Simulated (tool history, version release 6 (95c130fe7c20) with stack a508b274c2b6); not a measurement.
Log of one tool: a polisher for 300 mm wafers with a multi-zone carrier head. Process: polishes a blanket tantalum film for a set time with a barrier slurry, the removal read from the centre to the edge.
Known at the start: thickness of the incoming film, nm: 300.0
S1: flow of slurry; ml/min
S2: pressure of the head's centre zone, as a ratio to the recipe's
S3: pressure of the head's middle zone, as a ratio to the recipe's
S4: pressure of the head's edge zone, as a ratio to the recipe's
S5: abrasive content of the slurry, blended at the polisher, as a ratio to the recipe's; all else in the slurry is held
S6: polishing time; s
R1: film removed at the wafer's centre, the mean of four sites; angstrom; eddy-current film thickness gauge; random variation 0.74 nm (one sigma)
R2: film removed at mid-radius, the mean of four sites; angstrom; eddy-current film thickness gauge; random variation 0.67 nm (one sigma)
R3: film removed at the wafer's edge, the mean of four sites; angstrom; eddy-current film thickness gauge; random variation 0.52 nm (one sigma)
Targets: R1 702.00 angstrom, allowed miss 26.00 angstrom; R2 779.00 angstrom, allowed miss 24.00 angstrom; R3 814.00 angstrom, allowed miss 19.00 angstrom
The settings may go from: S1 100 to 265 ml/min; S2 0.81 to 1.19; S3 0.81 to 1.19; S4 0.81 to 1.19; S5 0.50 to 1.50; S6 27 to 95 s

run,hour,S1,S2,S3,S4,S5,S6,R1,R2,R3
1,0.0,170,1.00,1.00,1.00,1.00,61,948.17,972.02,1006.20
2,1.5,165,0.99,0.99,0.99,0.95,61,921.13,945.80,963.55
3,2.2,165,0.91,0.99,0.99,0.95,61,836.68,941.34,963.37
4,2.7,165,0.91,0.99,0.96,0.95,61,855.60,937.08,952.80
5,6.9,165,0.91,0.99,0.96,0.80,61,785.40,849.66,871.99
6,10.4,165,0.91,0.99,0.96,0.90,61,827.80,900.92,926.85
7,12.5,115,0.82,0.91,0.86,0.80,61,638.77,719.97,779.72
8,20.4,165,0.85,0.93,0.85,0.80,61,720.37,812.40,820.73
9,21.3,165,0.85,0.93,0.85,0.80,61,716.80,812.56,812.10

Which of these 5 next moves meets every target?
A,22.2,175,0.85,0.90,0.93,0.75,63,?,?,?
B,22.2,190,0.89,1.02,0.85,0.85,55,?,?,?
C,22.2,170,0.86,0.94,0.84,0.65,71,?,?,?
D,22.2,220,0.86,0.95,0.95,0.75,58,?,?,?
E,22.2,190,0.85,1.01,0.83,0.55,83,?,?,?

move,R1,R2,R3
A,731.97,782.17,860.66
B,734.03,829.44,784.61
C,743.35,814.34,825.74
D,710.39,781.02,821.58
E,735.32,863.39,814.82
A: brings the result that was furthest off to its target, and leaves another outside
B: further off than the last run
C: further off than the last run
D: meets every target
E: further off than the last run
Move D is the one to make.
